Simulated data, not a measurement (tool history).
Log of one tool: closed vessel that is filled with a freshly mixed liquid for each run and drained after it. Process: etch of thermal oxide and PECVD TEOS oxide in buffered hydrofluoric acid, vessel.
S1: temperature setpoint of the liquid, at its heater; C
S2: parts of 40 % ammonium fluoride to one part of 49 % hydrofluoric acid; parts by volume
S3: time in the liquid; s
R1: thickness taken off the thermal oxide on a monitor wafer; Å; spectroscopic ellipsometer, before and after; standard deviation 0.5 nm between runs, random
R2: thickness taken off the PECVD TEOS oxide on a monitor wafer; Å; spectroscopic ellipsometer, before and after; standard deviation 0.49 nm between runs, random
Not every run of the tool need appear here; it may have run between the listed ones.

run,hour,S1,S2,S3,R1,R2
1,0.0,24.0,16.5,60,344.11,519.06
2,6.0,26.0,14.5,60,437.97,656.00
3,11.3,27.5,13.0,60,532.16,790.04
4,19.7,28.5,12.0,60,601.47,901.09
# hour 26.1: thermometer replaced
5,26.1,27.0,12.0,60,610.48,903.62
6,27.6,29.5,12.0,60,689.75,1026.50

Run 7 is up next; what results do you expect?
7,28.9,30.0,12.0,60,?,?

R1: 702.03 Å
R2: 1064.00 Å
